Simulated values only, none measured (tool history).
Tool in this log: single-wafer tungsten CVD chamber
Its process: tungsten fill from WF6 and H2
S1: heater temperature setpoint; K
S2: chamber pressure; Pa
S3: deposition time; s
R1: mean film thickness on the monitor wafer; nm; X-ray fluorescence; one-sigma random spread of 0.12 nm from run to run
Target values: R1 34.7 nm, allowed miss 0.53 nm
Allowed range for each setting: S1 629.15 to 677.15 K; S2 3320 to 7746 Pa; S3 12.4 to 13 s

Run 1, hour 0: S1 653.15 K, S2 5533 Pa, S3 13 s. Result: R1 29.564 nm.
Run 2, hour 8.9: S1 656.15 K, S2 5546 Pa, S3 13 s. Result: R1 31.72 nm.
Run 3, hour 12.4: S1 656.15 K, S2 5546 Pa, S3 13 s. Result: R1 31.658 nm.
Run 4, hour 15.6: S1 656.15 K, S2 6039 Pa, S3 13 s. Result: R1 32.903 nm.
Run 5, hour 18.5: S1 660.15 K, S2 6039 Pa, S3 13 s. Result: R1 36.188 nm.
Run 6, hour 19.5: S1 651.15 K, S2 6039 Pa, S3 13 s. Result: R1 29.583 nm.
Run 7, hour 24.9: S1 653.15 K, S2 6039 Pa, S3 13 s. Result: R1 30.759 nm.
Run 8, hour 27.3: S1 655.15 K, S2 6039 Pa, S3 13 s. Result: R1 32.471 nm.

Next run, 4 choices. One meets every target within its allowed miss, the rest don't. Which?
Run A, hour 29.7: S1 657.15 K, S2 5893 Pa, S3 12.4 s. Result: R1 ?.
Run B, hour 29.7: S1 662.15 K, S2 5520 Pa, S3 12.4 s. Result: R1 ?.
Run C, hour 29.7: S1 660.15 K, S2 5853 Pa, S3 13 s. Result: R1 ?.
Run D, hour 29.7: S1 659.15 K, S2 6159 Pa, S3 13 s. Result: R1 ?.

move      R1
   A  32.022
   B  34.653
   C  35.804
   D  35.914
A: moves away from the targets compared with the last run
B: every result lands within tolerance
C: moves the result that the last run missed by most past its target, out the other side
D: moves the result that the last run missed by most past its target, out the other side
Move B is the one to make.
